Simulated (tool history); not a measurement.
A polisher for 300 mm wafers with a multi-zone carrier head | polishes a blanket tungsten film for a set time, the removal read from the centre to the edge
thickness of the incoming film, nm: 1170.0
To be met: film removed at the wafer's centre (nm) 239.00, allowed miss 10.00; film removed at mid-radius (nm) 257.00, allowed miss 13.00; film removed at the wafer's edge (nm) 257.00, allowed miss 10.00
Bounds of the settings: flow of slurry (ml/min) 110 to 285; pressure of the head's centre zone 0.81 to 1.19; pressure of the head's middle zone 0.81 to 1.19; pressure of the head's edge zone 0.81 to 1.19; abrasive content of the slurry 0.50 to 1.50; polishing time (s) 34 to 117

run	hour	flow of slurry (ml/min)	pressure of the head's centre zone	pressure of the head's middle zone	pressure of the head's edge zone	abrasive content of the slurry	polishing time (s)	film removed at the wafer's centre (nm)	film removed at mid-radius (nm)	film removed at the wafer's edge (nm)
1	0.0	180	1.00	1.00	1.00	1.00	75	336.11	353.03	369.69
2	1.6	180	0.99	1.00	0.97	0.85	71	298.62	321.98	323.69
3	2.2	180	0.99	1.05	0.97	0.85	71	299.42	332.71	326.25
4	5.3	180	0.99	1.05	0.93	0.85	71	302.11	333.41	327.01
5	8.1	140	0.99	1.05	0.93	0.85	71	284.52	316.71	305.36
6	13.0	140	0.99	1.05	0.93	0.85	52	211.05	236.74	228.71
7	14.8	155	1.00	1.05	0.94	0.85	52	216.32	233.87	234.44
8	21.1	170	1.00	1.06	0.94	0.85	52	221.24	245.43	231.56
9	22.6	175	1.00	1.05	0.96	0.90	52	226.15	248.31	240.16
# hour 27.9: centre zone pressure recalibrated
10	27.9	180	1.00	1.04	0.97	0.90	52	246.50	249.70	238.68

5 next moves are on the table. One of them brings every result within its allowed miss. Which?
A	33.2	110	1.04	0.94	1.05	0.75	66	?	?	?
B	33.2	170	1.02	0.87	1.00	0.70	59	?	?	?
C	33.2	175	1.01	1.06	0.89	0.85	53	?	?	?
D	33.2	130	0.96	1.04	0.93	0.90	58	?	?	?
E	33.2	120	0.91	0.88	0.84	0.85	64	?	?	?

move	film removed at the wafer's centre (nm)	film removed at mid-radius (nm)	film removed at the wafer's edge (nm)
A	264.93	238.45	280.34
B	256.62	217.84	259.72
C	244.11	246.55	237.43
D	240.03	253.23	256.56
E	240.35	233.71	264.77
A: takes the result that was furthest off past its target
B: brings the result that was furthest off to its target, and leaves another outside
C: further off than the last run
D: meets every target
E: brings the result that was furthest off to its target, and leaves another outside
Move D is the one to make.
